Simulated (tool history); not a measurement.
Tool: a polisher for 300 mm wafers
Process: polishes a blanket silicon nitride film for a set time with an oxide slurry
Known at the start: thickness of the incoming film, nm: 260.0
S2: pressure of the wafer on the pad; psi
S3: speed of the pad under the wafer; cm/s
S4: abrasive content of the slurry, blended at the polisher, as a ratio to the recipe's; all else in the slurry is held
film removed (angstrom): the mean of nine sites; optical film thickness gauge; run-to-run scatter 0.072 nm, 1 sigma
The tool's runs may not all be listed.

run 1 hour=0.0 | flow_of_slurry_(ml/min)=165 S2=2.9 S3=88 S4=1.0 polishing_time_(s)=51 | film_removed_(angstrom)=215.88
run 2 hour=8.9 | flow_of_slurry_(ml/min)=165 S2=2.9 S3=88 S4=0.8 polishing_time_(s)=51 | film_removed_(angstrom)=197.14
run 3 hour=11.1 | flow_of_slurry_(ml/min)=165 S2=2.9 S3=88 S4=0.9 polishing_time_(s)=51 | film_removed_(angstrom)=206.85
run 4 hour=19.9 | flow_of_slurry_(ml/min)=160 S2=2.5 S3=84 S4=0.9 polishing_time_(s)=51 | film_removed_(angstrom)=171.84
run 5 hour=28.9 | flow_of_slurry_(ml/min)=160 S2=2.5 S3=84 S4=0.8 polishing_time_(s)=51 | film_removed_(angstrom)=161.90
run 6 hour=37.1 | flow_of_slurry_(ml/min)=155 S2=2.2 S3=84 S4=0.8 polishing_time_(s)=51 | film_removed_(angstrom)=142.65
run 7 hour=42.3 | flow_of_slurry_(ml/min)=145 S2=2.0 S3=84 S4=0.8 polishing_time_(s)=51 | film_removed_(angstrom)=128.87
run 8 hour=44.7 | flow_of_slurry_(ml/min)=135 S2=1.9 S3=84 S4=0.8 polishing_time_(s)=51 | film_removed_(angstrom)=122.08
run 9 hour=46.4 | flow_of_slurry_(ml/min)=130 S2=1.8 S3=84 S4=0.8 polishing_time_(s)=51 | film_removed_(angstrom)=113.93
run 10 hour=54.3 | flow_of_slurry_(ml/min)=125 S2=1.8 S3=84 S4=0.8 polishing_time_(s)=51 | film_removed_(angstrom)=112.68

Run 11, settings as shown, results not yet in. Your forecast:
run 11 hour=57.4 | flow_of_slurry_(ml/min)=120 S2=1.8 S3=84 S4=0.8 polishing_time_(s)=51 | film_removed_(angstrom)=?

Run 11 measured film removed (angstrom) 112.00.
